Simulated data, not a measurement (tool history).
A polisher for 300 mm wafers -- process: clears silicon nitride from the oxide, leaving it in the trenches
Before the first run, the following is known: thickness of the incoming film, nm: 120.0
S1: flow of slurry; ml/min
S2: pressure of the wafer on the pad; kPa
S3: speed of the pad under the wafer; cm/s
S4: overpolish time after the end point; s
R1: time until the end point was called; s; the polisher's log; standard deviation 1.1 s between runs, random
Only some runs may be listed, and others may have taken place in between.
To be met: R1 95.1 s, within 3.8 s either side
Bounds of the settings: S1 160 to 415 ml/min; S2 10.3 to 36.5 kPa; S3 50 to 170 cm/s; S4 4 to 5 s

run,hour,S1,S2,S3,S4,R1
1,0,265,23.4,110,5,116.48
2,1.6,265,24.8,110,5,108.84
3,10.2,265,24.8,110,4,106.99
4,14.7,265,25.5,110,4,104.47
5,19.2,300,25.5,110,4,107.37
6,22,300,31.7,110,4,85.068
7,24.2,300,31,110,4,88.421
8,25.7,300,31,110,4,88.124
9,31.1,300,30.3,110,4,90.684

Which single option among these 5 for the next run brings every result within its allowed miss of target? Just one does.
A,36.5,315,31.7,110,5,?
B,36.5,245,27.6,134,5,?
C,36.5,275,29.6,116,5,?
D,36.5,325,29,116,5,?
E,36.5,375,26.9,114,5,?

move,R1
A,85.617
B,83.937
C,88.154
D,89.094
E,96.283
A: moves away from the targets compared with the last run
B: moves away from the targets compared with the last run
C: moves away from the targets compared with the last run
D: moves away from the targets compared with the last run
E: every result within its allowed miss
E is the move that brings every result within its allowed miss.
